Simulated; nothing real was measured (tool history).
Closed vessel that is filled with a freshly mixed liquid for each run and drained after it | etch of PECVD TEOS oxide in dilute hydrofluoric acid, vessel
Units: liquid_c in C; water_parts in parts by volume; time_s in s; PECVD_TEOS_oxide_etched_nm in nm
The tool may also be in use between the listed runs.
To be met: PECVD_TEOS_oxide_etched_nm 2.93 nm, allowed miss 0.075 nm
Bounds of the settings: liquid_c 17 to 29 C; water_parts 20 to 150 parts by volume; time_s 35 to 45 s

run	hour	liquid_c	water_parts	time_s	PECVD_TEOS_oxide_etched_nm
1	0	21	85	45	5.8048
2	1.3	20.5	90	45	5.3298
3	2.5	20	95	45	4.9498
4	4.9	19.5	100	45	4.5836
5	7.4	19.5	100	35	3.5739
6	13.5	18	100	35	3.3404
7	14.8	17.5	105	35	3.1128
8	23.2	17	105	35	3.0357

Which of these 4 next moves meets every target?
A	31.6	18	120	35	?
B	31.6	17	115	35	?
C	31.6	17.5	115	35	?
D	31.6	18	140	45	?

move	PECVD_TEOS_oxide_etched_nm
A	2.7445
B	2.7613
C	2.8195
D	2.9635
A: takes the result that was furthest off past its target
B: takes the result that was furthest off past its target
C: takes the result that was furthest off past its target
D: meets every target
Move D is the one to make.
